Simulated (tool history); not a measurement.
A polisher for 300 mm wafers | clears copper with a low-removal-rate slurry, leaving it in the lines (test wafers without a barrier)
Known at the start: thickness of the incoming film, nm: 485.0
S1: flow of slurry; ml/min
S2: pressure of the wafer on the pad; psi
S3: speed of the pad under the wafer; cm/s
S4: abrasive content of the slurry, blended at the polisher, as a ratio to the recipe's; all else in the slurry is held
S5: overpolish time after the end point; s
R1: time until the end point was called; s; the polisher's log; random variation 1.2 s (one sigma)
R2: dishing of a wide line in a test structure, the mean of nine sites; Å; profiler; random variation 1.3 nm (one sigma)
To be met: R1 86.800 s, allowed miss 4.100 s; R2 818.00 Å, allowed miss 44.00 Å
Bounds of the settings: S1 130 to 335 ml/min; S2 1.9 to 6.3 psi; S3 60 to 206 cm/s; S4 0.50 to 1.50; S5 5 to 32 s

Run 1, hour 0.0: S1 215 ml/min, S2 4.1 psi, S3 132 cm/s, S4 1.00, S5 16 s. Result: R1 94.743 s, R2 514.21 Å.
Run 2, hour 5.8: S1 215 ml/min, S2 4.2 psi, S3 132 cm/s, S4 1.00, S5 19 s. Result: R1 94.795 s, R2 602.20 Å.
Run 3, hour 10.2: S1 215 ml/min, S2 4.2 psi, S3 132 cm/s, S4 1.00, S5 12 s. Result: R1 93.637 s, R2 408.96 Å.
Run 4, hour 18.8: S1 215 ml/min, S2 4.3 psi, S3 132 cm/s, S4 1.00, S5 16 s. Result: R1 91.924 s, R2 542.02 Å.
Run 5, hour 25.2: S1 265 ml/min, S2 4.3 psi, S3 132 cm/s, S4 1.00, S5 16 s. Result: R1 87.048 s, R2 539.04 Å.
At hour 26.4: slurry nozzle cleaned.
Run 6, hour 26.4: S1 265 ml/min, S2 4.9 psi, S3 132 cm/s, S4 1.00, S5 16 s. Result: R1 77.325 s, R2 605.22 Å.
Run 7, hour 33.8: S1 255 ml/min, S2 4.8 psi, S3 130 cm/s, S4 1.00, S5 18 s. Result: R1 80.351 s, R2 642.43 Å.
Run 8, hour 40.2: S1 245 ml/min, S2 4.7 psi, S3 130 cm/s, S4 1.00, S5 20 s. Result: R1 82.823 s, R2 675.25 Å.
Run 9, hour 48.8: S1 235 ml/min, S2 4.6 psi, S3 130 cm/s, S4 1.00, S5 22 s. Result: R1 83.161 s, R2 713.17 Å.
Run 10, hour 56.5: S1 230 ml/min, S2 4.5 psi, S3 130 cm/s, S4 1.00, S5 24 s. Result: R1 83.187 s, R2 741.95 Å.

4 next moves are on the table. One of them brings every result within its allowed miss. Which?
Run A, hour 64.2: S1 225 ml/min, S2 4.5 psi, S3 124 cm/s, S4 1.10, S5 28 s. Result: R1 ?, R2 ?.
Run B, hour 64.2: S1 275 ml/min, S2 5.2 psi, S3 126 cm/s, S4 1.05, S5 29 s. Result: R1 ?, R2 ?.
Run C, hour 64.2: S1 205 ml/min, S2 5.2 psi, S3 132 cm/s, S4 1.00, S5 25 s. Result: R1 ?, R2 ?.
Run D, hour 64.2: S1 195 ml/min, S2 4.9 psi, S3 128 cm/s, S4 1.05, S5 26 s. Result: R1 ?, R2 ?.

move      R1      R2
   A  87.392  810.46
   B  74.451  912.52
   C  74.400  841.66
   D  80.371  820.02
A: meets every target
B: takes the result that was furthest off past its target
C: brings the result that was furthest off to its target, and leaves another outside
D: brings the result that was furthest off to its target, and leaves another outside
Answer: A

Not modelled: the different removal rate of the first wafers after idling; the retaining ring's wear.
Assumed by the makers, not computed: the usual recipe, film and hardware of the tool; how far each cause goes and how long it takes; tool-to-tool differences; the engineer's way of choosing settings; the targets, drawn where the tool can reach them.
